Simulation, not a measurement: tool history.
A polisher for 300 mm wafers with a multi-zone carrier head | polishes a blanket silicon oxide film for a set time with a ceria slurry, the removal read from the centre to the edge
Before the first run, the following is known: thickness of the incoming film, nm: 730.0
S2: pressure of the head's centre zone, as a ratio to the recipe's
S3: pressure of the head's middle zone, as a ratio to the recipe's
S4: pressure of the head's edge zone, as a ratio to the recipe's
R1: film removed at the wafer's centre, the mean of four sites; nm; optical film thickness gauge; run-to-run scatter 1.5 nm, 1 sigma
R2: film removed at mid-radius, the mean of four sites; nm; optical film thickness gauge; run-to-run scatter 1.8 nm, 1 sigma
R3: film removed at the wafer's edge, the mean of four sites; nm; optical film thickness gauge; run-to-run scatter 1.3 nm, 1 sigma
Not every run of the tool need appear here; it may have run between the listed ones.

Run 1, hour 0.0: flow of slurry (ml/min) 230, S2 1.00, S3 1.00, S4 1.00, polishing time (s) 77. Result: R1 214.08 nm, R2 216.74 nm, R3 215.00 nm.
Run 2, hour 2.3: flow of slurry (ml/min) 225, S2 0.99, S3 0.97, S4 0.98, polishing time (s) 72. Result: R1 195.11 nm, R2 198.66 nm, R3 197.62 nm.
Run 3, hour 9.1: flow of slurry (ml/min) 225, S2 0.95, S3 0.97, S4 0.98, polishing time (s) 72. Result: R1 191.57 nm, R2 199.86 nm, R3 197.63 nm.
Run 4, hour 10.6: flow of slurry (ml/min) 220, S2 0.95, S3 0.94, S4 0.97, polishing time (s) 69. Result: R1 181.62 nm, R2 185.19 nm, R3 190.14 nm.
Run 5, hour 19.3: flow of slurry (ml/min) 215, S2 0.95, S3 0.92, S4 0.95, polishing time (s) 66. Result: R1 172.59 nm, R2 171.77 nm, R3 178.63 nm.
Run 6, hour 21.2: flow of slurry (ml/min) 215, S2 0.95, S3 0.92, S4 0.91, polishing time (s) 66. Result: R1 172.95 nm, R2 171.72 nm, R3 173.62 nm.

Run 7 is up next; what results do you expect?
Run 7, hour 27.2: flow of slurry (ml/min) 210, S2 0.94, S3 0.90, S4 0.89, polishing time (s) 65. Result: R1 ?, R2 ?, R3 ?.

R1: 166.22 nm
R2: 167.47 nm
R3: 172.51 nm

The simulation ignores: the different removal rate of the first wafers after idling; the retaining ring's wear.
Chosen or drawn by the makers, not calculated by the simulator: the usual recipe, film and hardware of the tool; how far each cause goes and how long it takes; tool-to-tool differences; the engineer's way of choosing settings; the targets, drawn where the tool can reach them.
